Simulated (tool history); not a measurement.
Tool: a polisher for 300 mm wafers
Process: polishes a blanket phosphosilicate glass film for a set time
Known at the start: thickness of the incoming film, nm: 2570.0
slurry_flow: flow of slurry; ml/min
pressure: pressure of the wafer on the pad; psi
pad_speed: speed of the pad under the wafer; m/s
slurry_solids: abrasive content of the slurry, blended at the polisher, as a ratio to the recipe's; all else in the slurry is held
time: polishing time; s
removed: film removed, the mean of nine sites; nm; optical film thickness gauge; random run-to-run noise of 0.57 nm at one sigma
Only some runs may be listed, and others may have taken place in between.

run  hour  slurry_flow  pressure  pad_speed  slurry_solids  time  removed
  1   0.0          145       2.1       1.04            1.0    26  135.550
  2   7.5          145       1.9       0.96            1.0    26  115.690
  3   9.9          145       1.9       0.96            1.1    26  119.020
  4  13.2          145       1.8       0.88            1.1    26  109.410
  5  14.4          145       1.8       0.88            0.9    26  100.970
  6  19.7          145       1.8       0.88            0.9    26  102.930
  7  26.1          145       1.7       0.82            0.9    26   94.124
  8  28.1          145       1.6       0.76            0.9    26   82.580
  9  29.5          145       1.5       0.72            0.9    26   76.421
 10  32.5          145       1.4       0.70            0.9    26   72.906

Run 11 comes next. What will it give?
 11  40.9          145       1.3       0.66            0.9    26        ?

Run 11 gave removed 66.548 nm.

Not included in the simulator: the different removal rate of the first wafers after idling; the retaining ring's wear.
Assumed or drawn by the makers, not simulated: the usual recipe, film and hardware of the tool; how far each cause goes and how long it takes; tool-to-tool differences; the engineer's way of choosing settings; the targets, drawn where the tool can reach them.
